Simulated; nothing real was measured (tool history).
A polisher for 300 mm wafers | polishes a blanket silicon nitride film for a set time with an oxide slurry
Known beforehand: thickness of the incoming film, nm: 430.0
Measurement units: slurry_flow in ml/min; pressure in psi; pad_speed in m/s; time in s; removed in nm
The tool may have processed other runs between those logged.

run 1 hour=0 | slurry_flow=235 pressure=3.1 pad_speed=1.14 slurry_solids=1 time=21 | removed=12.954
run 2 hour=8.7 | slurry_flow=235 pressure=3.1 pad_speed=1.14 slurry_solids=1 time=21 | removed=12.765
run 3 hour=16.9 | slurry_flow=235 pressure=3.1 pad_speed=1.14 slurry_solids=1.15 time=21 | removed=13.674
run 4 hour=24.5 | slurry_flow=235 pressure=3.1 pad_speed=1.14 slurry_solids=1.15 time=19 | removed=12.407
run 5 hour=29.3 | slurry_flow=235 pressure=2.6 pad_speed=1.02 slurry_solids=1.15 time=19 | removed=9.9184
run 6 hour=37.4 | slurry_flow=235 pressure=2.3 pad_speed=0.92 slurry_solids=1.15 time=19 | removed=8.2977

What will run 7 give?
run 7 hour=43.5 | slurry_flow=235 pressure=2 pad_speed=0.86 slurry_solids=1.15 time=19 | removed=?

removed: 6.8776 nm
